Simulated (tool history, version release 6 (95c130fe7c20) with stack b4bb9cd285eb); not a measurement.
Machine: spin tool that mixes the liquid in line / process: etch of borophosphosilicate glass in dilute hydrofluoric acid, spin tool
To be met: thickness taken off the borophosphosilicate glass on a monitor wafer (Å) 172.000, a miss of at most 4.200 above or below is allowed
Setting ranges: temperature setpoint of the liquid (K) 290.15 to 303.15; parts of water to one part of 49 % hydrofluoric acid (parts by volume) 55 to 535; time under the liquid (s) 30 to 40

run  hour  temperature setpoint of the liquid (K)  parts of water to one part of 49 % hydrofluoric acid (parts by volume)  time under the liquid (s)  thickness taken off the borophosphosilicate glass on a monitor wafer (Å)
  1   0.0                                  295.15                                                                     295                         40                                                                    65.415
  2   2.8                                  296.65                                                                     260                         40                                                                    81.226
  3   5.2                                  296.65                                                                     175                         40                                                                   130.650
  4  11.2                                  298.15                                                                     170                         40                                                                   142.820
  5  15.0                                  299.15                                                                     170                         40                                                                   148.780
  6  18.9                                  299.15                                                                     120                         40                                                                   222.250
  7  27.9                                  295.15                                                                     125                         40                                                                   182.400
  8  35.6                                  294.65                                                                     125                         40                                                                   177.930

Pick the move, out of 4, that brings all results within their allowed miss; only one does.
  A  43.3                                  295.65                                                                     125                         40                                                                         ?
  B  43.3                                  295.65                                                                     135                         40                                                                         ?
  C  43.3                                  296.15                                                                     125                         40                                                                         ?
  D  43.3                                  294.65                                                                     135                         40                                                                         ?

move  thickness taken off the borophosphosilicate glass on a monitor wafer (Å)
   A                                                                   184.720
   B                                                                   169.110
   C                                                                   188.390
   D                                                                   162.570
A: moves away from the targets compared with the last run
B: every result lands within tolerance
C: moves away from the targets compared with the last run
D: moves the result that the last run missed by most past its target, out the other side
So the answer is move B, the one that meets all the targets.
